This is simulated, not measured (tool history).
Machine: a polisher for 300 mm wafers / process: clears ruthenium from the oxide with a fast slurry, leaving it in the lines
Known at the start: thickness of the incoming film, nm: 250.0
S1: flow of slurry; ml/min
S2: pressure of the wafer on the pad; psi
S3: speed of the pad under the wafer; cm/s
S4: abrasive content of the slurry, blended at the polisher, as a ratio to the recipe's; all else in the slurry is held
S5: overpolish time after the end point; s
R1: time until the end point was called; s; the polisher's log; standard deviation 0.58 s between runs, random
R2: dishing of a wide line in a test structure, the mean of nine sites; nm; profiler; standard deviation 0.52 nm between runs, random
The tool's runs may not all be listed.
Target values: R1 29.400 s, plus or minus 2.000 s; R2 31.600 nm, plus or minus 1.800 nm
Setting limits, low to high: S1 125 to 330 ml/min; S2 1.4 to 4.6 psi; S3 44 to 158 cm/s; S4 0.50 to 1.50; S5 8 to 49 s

run	hour	S1	S2	S3	S4	S5	R1	R2
1	0.0	210	3.0	100	1.00	25	51.254	29.778
2	2.0	210	3.0	84	1.00	25	60.236	29.509
3	5.1	210	3.4	90	1.00	24	51.301	29.115
4	13.7	210	3.4	90	1.00	31	51.062	30.825
5	19.2	210	3.4	90	1.10	31	46.763	30.236
6	21.0	210	3.4	90	1.25	31	44.531	31.465
7	28.6	210	3.7	92	1.25	30	42.763	31.572
8	37.5	210	3.9	102	1.25	27	37.381	31.008

Below are 4 possible settings for the next run. Only one of them brings all results inside the allowed miss of their targets. Which is it?
A	46.4	260	4.3	102	1.25	26	?	?
B	46.4	210	4.1	120	1.40	30	?	?
C	46.4	235	3.5	120	1.30	33	?	?
D	46.4	200	4.0	112	1.20	27	?	?

move	R1	R2
A	33.686	31.624
B	29.257	31.771
C	33.718	31.759
D	33.930	31.650
A: moves toward the targets from the last run without getting all of them in spec
B: in spec on every target
C: moves toward the targets from the last run without getting all of them in spec
D: moves toward the targets from the last run without getting all of them in spec
Answer: B
